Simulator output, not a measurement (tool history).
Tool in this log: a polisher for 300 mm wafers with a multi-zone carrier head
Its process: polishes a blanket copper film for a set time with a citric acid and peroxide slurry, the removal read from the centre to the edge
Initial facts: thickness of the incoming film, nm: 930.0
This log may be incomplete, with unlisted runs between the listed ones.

run	day	flow of slurry (ml/min)	pressure of the head's centre zone	pressure of the head's middle zone	pressure of the head's edge zone	abrasive content of the slurry	polishing time (s)	film removed at the wafer's centre (Å)	film removed at mid-radius (Å)	film removed at the wafer's edge (Å)
1	0	260	1	1	1	1	49	623.25	607.63	618.72
2	0.179	260	1.01	1.01	0.98	0.95	49	619.5	593.07	604.15
3	0.542	265	1.02	1.03	0.96	0.95	49	621.13	611.18	609.81
4	0.671	265	1.04	1.05	0.94	0.95	48	631.51	608.53	579.07
5	0.942	265	1.04	1.05	0.94	1.1	48	642.46	633.79	595.39
6	1.171	265	1.09	1.05	0.94	1.1	48	666.41	626.99	608.85
7	1.517	265	1.09	1.06	0.92	1.05	48	659.14	626.51	587.91
8	1.796	260	1.09	1.07	0.91	1.05	48	658.67	630.4	586.96
9	1.938	260	1.09	1.08	0.9	1	48	661.51	626.77	581.44
10	2.029	260	1.09	1.09	0.89	1	48	643.28	631.68	584.02
11	2.296	275	1.1	1.1	0.88	1	47	650.89	619.58	562.75
12	2.467	280	1.1	1.11	0.87	1	47	653.78	640.4	560.47
13	2.588	285	1.1	1.11	0.86	1	47	651.58	638.69	560.79
14	2.779	250	1.12	1.14	0.81	0.8	46	597.04	598.64	497.46
15	2.833	255	1.12	1.14	0.81	0.8	46	604.89	596.93	502.95

Run 16 has not been measured yet. What should we expect?
16	3.004	260	1.12	1.14	0.81	0.8	46	?	?	?

film removed at the wafer's centre (Å): 608.87
film removed at mid-radius (Å): 588.84
film removed at the wafer's edge (Å): 500.62
